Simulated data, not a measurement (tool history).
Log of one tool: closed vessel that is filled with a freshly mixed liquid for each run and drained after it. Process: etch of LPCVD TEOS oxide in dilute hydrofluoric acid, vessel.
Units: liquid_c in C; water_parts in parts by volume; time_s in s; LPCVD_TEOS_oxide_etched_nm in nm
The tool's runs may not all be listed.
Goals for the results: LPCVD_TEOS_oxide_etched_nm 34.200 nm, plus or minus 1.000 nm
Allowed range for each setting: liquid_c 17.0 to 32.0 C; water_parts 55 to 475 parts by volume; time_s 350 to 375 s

{"run": 1, "hour": 0.0, "liquid_c": 24.0, "water_parts": 265, "time_s": 350, "LPCVD_TEOS_oxide_etched_nm": 19.983}
{"run": 2, "hour": 7.2, "liquid_c": 25.0, "water_parts": 255, "time_s": 350, "LPCVD_TEOS_oxide_etched_nm": 22.005}
{"run": 3, "hour": 12.7, "liquid_c": 26.0, "water_parts": 250, "time_s": 350, "LPCVD_TEOS_oxide_etched_nm": 23.574}
{"run": 4, "hour": 20.0, "liquid_c": 26.0, "water_parts": 170, "time_s": 350, "LPCVD_TEOS_oxide_etched_nm": 37.874}
{"run": 5, "hour": 22.4, "liquid_c": 26.0, "water_parts": 255, "time_s": 350, "LPCVD_TEOS_oxide_etched_nm": 22.673}
{"hour": 25.9, "done": "thermometer replaced"}
{"run": 6, "hour": 25.9, "liquid_c": 27.0, "water_parts": 250, "time_s": 350, "LPCVD_TEOS_oxide_etched_nm": 23.037}
{"run": 7, "hour": 34.3, "liquid_c": 27.0, "water_parts": 240, "time_s": 350, "LPCVD_TEOS_oxide_etched_nm": 24.28}
{"run": 8, "hour": 42.4, "liquid_c": 27.0, "water_parts": 230, "time_s": 350, "LPCVD_TEOS_oxide_etched_nm": 24.969}
{"run": 9, "hour": 46.9, "liquid_c": 31.0, "water_parts": 190, "time_s": 350, "LPCVD_TEOS_oxide_etched_nm": 37.159}
{"run": 10, "hour": 49.4, "liquid_c": 30.5, "water_parts": 190, "time_s": 350, "LPCVD_TEOS_oxide_etched_nm": 36.772}

Exercise: of the 4 proposed moves below, exactly one satisfies all targets within the stated allowed misses. Which move is it?
{"run": "A", "hour": 51.9, "liquid_c": 32.0, "water_parts": 210, "time_s": 375, "LPCVD_TEOS_oxide_etched_nm": "?"}
{"run": "B", "hour": 51.9, "liquid_c": 32.0, "water_parts": 220, "time_s": 375, "LPCVD_TEOS_oxide_etched_nm": "?"}
{"run": "C", "hour": 51.9, "liquid_c": 29.5, "water_parts": 205, "time_s": 350, "LPCVD_TEOS_oxide_etched_nm": "?"}
{"run": "D", "hour": 51.9, "liquid_c": 28.5, "water_parts": 180, "time_s": 375, "LPCVD_TEOS_oxide_etched_nm": "?"}

move=A LPCVD_TEOS_oxide_etched_nm=36.247
move=B LPCVD_TEOS_oxide_etched_nm=34.168
move=C LPCVD_TEOS_oxide_etched_nm=32.023
move=D LPCVD_TEOS_oxide_etched_nm=38.887
A: moves toward the targets from the last run without getting all of them in spec
B: all results land within tolerance of their targets
C: takes the result that was furthest off past its target
D: moves away from the targets compared with the last run
B meets every target.
